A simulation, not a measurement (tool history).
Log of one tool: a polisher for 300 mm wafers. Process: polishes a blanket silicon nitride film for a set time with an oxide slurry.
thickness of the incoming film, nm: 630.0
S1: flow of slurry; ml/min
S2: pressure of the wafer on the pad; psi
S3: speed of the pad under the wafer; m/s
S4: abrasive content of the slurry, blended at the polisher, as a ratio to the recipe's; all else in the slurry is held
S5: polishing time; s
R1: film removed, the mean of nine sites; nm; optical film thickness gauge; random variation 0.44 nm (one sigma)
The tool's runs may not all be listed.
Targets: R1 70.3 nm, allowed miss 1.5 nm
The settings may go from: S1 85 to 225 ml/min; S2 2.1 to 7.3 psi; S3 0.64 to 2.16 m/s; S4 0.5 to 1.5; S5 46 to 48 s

run  hour   S1   S2    S3  S4  S5      R1
  1     0  145  4.7   1.4   1  46  57.696
  2     8  170  4.7   1.4   1  46  59.755
  3   9.9  170  4.7   1.4   1  46  59.189
  4  18.2  170  5.5   1.4   1  46   67.85
  5  20.3  175  5.5   1.4   1  46  67.873
  6  22.2  175  5.5  1.16   1  46  58.452
  7  29.9  180  5.8  1.16   1  46  62.187
  8  38.1  185    6  1.16   1  46  62.927
  9  40.6  185  6.2  1.16   1  46  65.519
 10  42.4  185  6.3  1.16   1  46  66.312

Which of these 5 next moves meets every target?
  A  44.2  185    7   1.6   0.7  46   ?
  B  44.2  210  6.8  0.96   1.1  46   ?
  C  44.2  190    7   0.8  1.25  46   ?
  D  44.2  220  6.6  1.06  0.95  47   ?
  E  44.2  170  6.5  1.18     1  47   ?

move      R1
   A   73.39
   B  64.974
   C  60.705
   D  64.762
   E  69.735
A: takes the result that was furthest off past its target
B: further off than the last run
C: further off than the last run
D: further off than the last run
E: meets every target
The right move is E.

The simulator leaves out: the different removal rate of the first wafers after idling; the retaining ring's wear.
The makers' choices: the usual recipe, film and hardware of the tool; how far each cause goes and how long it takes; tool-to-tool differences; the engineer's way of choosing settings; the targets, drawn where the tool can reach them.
